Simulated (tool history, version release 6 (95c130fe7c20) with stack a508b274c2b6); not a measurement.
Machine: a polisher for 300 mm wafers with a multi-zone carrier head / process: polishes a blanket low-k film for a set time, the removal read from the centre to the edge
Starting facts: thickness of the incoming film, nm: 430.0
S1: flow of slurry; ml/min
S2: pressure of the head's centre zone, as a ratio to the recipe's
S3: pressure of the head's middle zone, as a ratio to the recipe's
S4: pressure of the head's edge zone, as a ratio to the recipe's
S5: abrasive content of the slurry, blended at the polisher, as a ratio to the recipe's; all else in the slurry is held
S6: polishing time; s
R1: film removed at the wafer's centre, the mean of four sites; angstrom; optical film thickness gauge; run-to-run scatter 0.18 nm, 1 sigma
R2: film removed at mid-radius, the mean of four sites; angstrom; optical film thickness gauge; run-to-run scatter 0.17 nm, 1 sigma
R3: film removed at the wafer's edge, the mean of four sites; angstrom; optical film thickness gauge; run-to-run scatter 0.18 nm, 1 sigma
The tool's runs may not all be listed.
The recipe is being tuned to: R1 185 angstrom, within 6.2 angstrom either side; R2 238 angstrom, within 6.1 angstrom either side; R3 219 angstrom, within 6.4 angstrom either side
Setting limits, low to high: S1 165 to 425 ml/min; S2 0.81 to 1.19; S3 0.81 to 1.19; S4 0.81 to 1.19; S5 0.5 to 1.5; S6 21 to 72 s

| run | hour | S1 | S2 | S3 | S4 | S5 | S6 | R1 | R2 | R3 |
|---|---|---|---|---|---|---|---|---|---|---|
| 1 | 0 | 275 | 1 | 1 | 1 | 1 | 46 | 195.55 | 195.43 | 198.08 |
| 2 | 4.6 | 205 | 1 | 1 | 1 | 1 | 46 | 186.63 | 193.06 | 196.68 |
| 3 | 6.9 | 210 | 0.99 | 1.04 | 1.03 | 1 | 46 | 190.73 | 203.6 | 198.69 |
| 4 | 8.5 | 210 | 0.99 | 0.98 | 1.03 | 1 | 46 | 188.62 | 189.82 | 197.54 |
| 5 | 11.8 | 210 | 0.99 | 0.98 | 1.07 | 1 | 46 | 189.39 | 192.06 | 201.77 |
| 6 | 14.5 | 210 | 0.96 | 1.02 | 1.1 | 1 | 46 | 178.44 | 196.51 | 204.76 |
| 7 | 21.7 | 210 | 0.96 | 1.06 | 1.11 | 1 | 46 | 179.28 | 203.02 | 202.56 |
| 8 | 30.4 | 285 | 0.9 | 1.16 | 1.19 | 1.1 | 46 | 181.29 | 235.09 | 227.37 |
|  | 33.7 | worn pad replaced by a new one |
| 9 | 33.7 | 285 | 0.91 | 1.17 | 1.18 | 1.1 | 46 | 216.75 | 273.76 | 261.34 |
| 10 | 37.5 | 265 | 0.91 | 1.16 | 1.16 | 1.05 | 46 | 208.5 | 268.52 | 251.05 |
| 11 | 41.5 | 255 | 0.91 | 1.15 | 1.15 | 0.95 | 45 | 196.38 | 244.01 | 231.9 |
| 12 | 47.7 | 255 | 0.91 | 1.15 | 1.15 | 0.95 | 45 | 194.09 | 241.9 | 233.06 |

Next run, 4 choices. One meets every target within its allowed miss, the rest don't. Which?
| A | 53.9 | 285 | 0.96 | 1.12 | 1.1 | 0.65 | 56 | ? | ? | ? |
| B | 53.9 | 300 | 0.91 | 1.19 | 1.16 | 0.75 | 48 | ? | ? | ? |
| C | 53.9 | 290 | 0.85 | 1.14 | 1.17 | 1.15 | 41 | ? | ? | ? |
| D | 53.9 | 255 | 0.98 | 1.17 | 1.17 | 0.95 | 43 | ? | ? | ? |

| move | R1 | R2 | R3 |
|---|---|---|---|
| A | 203.16 | 237.26 | 224.43 |
| B | 182.19 | 236.46 | 217.37 |
| C | 182.67 | 244.95 | 234.87 |
| D | 199.41 | 236.88 | 222.6 |
A: corrects the largest miss of the last run, while another result sits out of spec
B: each result inside its tolerance
C: misses by more than the last run did
D: corrects the largest miss of the last run, while another result sits out of spec
Go with B: it meets all targets.
